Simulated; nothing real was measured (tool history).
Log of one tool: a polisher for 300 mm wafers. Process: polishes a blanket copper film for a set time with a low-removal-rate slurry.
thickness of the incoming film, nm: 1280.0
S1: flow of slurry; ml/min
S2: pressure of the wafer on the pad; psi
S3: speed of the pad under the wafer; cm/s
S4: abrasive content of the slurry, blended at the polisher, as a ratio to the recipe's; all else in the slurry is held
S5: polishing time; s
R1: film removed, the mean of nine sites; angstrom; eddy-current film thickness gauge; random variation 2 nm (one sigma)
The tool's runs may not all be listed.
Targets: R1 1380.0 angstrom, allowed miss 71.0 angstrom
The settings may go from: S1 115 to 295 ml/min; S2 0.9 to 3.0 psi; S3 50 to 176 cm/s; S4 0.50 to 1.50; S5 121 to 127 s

run,day,S1,S2,S3,S4,S5,R1
1,0.000,190,1.9,112,1.00,121,2515.4
2,0.308,150,1.9,112,1.00,121,2376.3
3,0.579,130,1.9,112,1.00,121,2364.9
4,0.804,130,2.2,112,1.00,121,2667.4
5,1.133,130,2.2,92,1.00,121,2189.4
6,1.271,115,2.2,92,1.00,121,2176.2
7,1.458,115,2.1,92,1.00,121,2064.7
8,1.492,115,2.0,92,1.00,121,2001.3

5 next moves are on the table. One of them brings every result within its allowed miss. Which?
A,1.525,140,1.8,120,0.95,127,?
B,1.525,115,1.7,88,1.05,121,?
C,1.525,125,2.5,120,1.10,127,?
D,1.525,115,1.6,60,1.00,121,?
E,1.525,115,1.7,72,1.15,121,?

move,R1
A,2462.5
B,1624.2
C,3427.6
D,1052.6
E,1364.9
A: further off than the last run
B: nearer than the last run, and not there yet
C: further off than the last run
D: takes the result that was furthest off past its target
E: meets every target
Answer: E

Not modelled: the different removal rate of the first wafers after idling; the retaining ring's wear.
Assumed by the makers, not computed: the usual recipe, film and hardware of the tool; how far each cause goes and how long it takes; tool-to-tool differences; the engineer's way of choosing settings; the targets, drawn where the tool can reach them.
